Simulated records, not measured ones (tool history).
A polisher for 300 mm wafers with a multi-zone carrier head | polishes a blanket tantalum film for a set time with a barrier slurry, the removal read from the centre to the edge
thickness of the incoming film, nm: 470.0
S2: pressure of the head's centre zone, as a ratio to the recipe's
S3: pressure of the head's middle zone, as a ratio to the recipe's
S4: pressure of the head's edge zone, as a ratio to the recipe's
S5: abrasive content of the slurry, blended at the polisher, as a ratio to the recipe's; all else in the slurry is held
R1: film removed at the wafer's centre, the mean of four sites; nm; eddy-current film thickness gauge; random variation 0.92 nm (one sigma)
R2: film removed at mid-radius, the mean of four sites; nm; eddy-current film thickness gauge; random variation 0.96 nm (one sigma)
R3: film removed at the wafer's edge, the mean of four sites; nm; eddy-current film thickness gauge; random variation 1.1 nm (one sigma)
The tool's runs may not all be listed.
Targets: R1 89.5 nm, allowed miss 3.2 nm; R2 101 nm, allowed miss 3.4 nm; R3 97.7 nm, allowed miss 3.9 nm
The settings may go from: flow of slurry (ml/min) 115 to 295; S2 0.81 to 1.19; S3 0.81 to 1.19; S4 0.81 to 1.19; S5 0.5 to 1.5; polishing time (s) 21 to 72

Run 1, hour 0: flow of slurry (ml/min) 190, S2 1, S3 1, S4 1, S5 1, polishing time (s) 46. Result: R1 78.762 nm, R2 80.242 nm, R3 78.136 nm.
Run 2, hour 3.7: flow of slurry (ml/min) 200, S2 0.99, S3 1.02, S4 1.04, S5 1.1, polishing time (s) 46. Result: R1 81.121 nm, R2 84.459 nm, R3 83.582 nm.
Run 3, hour 6.3: flow of slurry (ml/min) 210, S2 0.99, S3 1.05, S4 1.07, S5 1.15, polishing time (s) 46. Result: R1 84.227 nm, R2 87.318 nm, R3 85.74 nm.
Run 4, hour 12.2: flow of slurry (ml/min) 215, S2 0.98, S3 1.07, S4 1.09, S5 1.2, polishing time (s) 46. Result: R1 84.135 nm, R2 91.736 nm, R3 87.814 nm.
Run 5, hour 16.2: flow of slurry (ml/min) 215, S2 0.98, S3 1.07, S4 1.04, S5 1.2, polishing time (s) 46. Result: R1 85.214 nm, R2 90.09 nm, R3 86.778 nm.
Run 6, hour 17.7: flow of slurry (ml/min) 215, S2 0.98, S3 1.07, S4 1.04, S5 1.2, polishing time (s) 35. Result: R1 63.586 nm, R2 67.508 nm, R3 67.58 nm.
Run 7, hour 23.5: flow of slurry (ml/min) 215, S2 0.97, S3 1.09, S4 1.06, S5 1.3, polishing time (s) 38. Result: R1 70.928 nm, R2 78.38 nm, R3 73.792 nm.
Run 8, hour 31.1: flow of slurry (ml/min) 230, S2 0.96, S3 1.09, S4 1.09, S5 1.35, polishing time (s) 40. Result: R1 73.688 nm, R2 83.084 nm, R3 80.059 nm.
Run 9, hour 39.1: flow of slurry (ml/min) 240, S2 0.97, S3 1.09, S4 1.11, S5 1.4, polishing time (s) 41. Result: R1 76.783 nm, R2 87.82 nm, R3 84.138 nm.
Run 10, hour 47.7: flow of slurry (ml/min) 245, S2 1.02, S3 1.09, S4 1.18, S5 1.5, polishing time (s) 46. Result: R1 94.31 nm, R2 98.666 nm, R3 97.248 nm.
Run 11, hour 48.3: flow of slurry (ml/min) 245, S2 1.01, S3 1.09, S4 1.18, S5 1.5, polishing time (s) 46. Result: R1 92.467 nm, R2 101.31 nm, R3 98.64 nm.

Which of these 5 next moves meets every target?
Run A, hour 48.9: flow of slurry (ml/min) 215, S2 1.04, S3 1.19, S4 1.14, S5 1.5, polishing time (s) 47. Result: R1 ?, R2 ?, R3 ?.
Run B, hour 48.9: flow of slurry (ml/min) 240, S2 1.03, S3 1.09, S4 1.19, S5 1.5, polishing time (s) 46. Result: R1 ?, R2 ?, R3 ?.
Run C, hour 48.9: flow of slurry (ml/min) 165, S2 0.89, S3 1.09, S4 1.19, S5 1.5, polishing time (s) 51. Result: R1 ?, R2 ?, R3 ?.
Run D, hour 48.9: flow of slurry (ml/min) 225, S2 1.05, S3 1.08, S4 1.17, S5 1.45, polishing time (s) 48. Result: R1 ?, R2 ?, R3 ?.
Run E, hour 48.9: flow of slurry (ml/min) 235, S2 0.98, S3 1.12, S4 1.15, S5 1.5, polishing time (s) 46. Result: R1 ?, R2 ?, R3 ?.

move      R1      R2      R3
   A   97.63  107.86  97.014
   B  95.828  99.999  97.684
   C  90.612  106.98  105.44
   D  100.08  102.18  99.869
   E  91.822  101.82  95.993
A: further off than the last run
B: further off than the last run
C: brings the result that was furthest off to its target, and leaves another outside
D: further off than the last run
E: meets every target
Answer: E

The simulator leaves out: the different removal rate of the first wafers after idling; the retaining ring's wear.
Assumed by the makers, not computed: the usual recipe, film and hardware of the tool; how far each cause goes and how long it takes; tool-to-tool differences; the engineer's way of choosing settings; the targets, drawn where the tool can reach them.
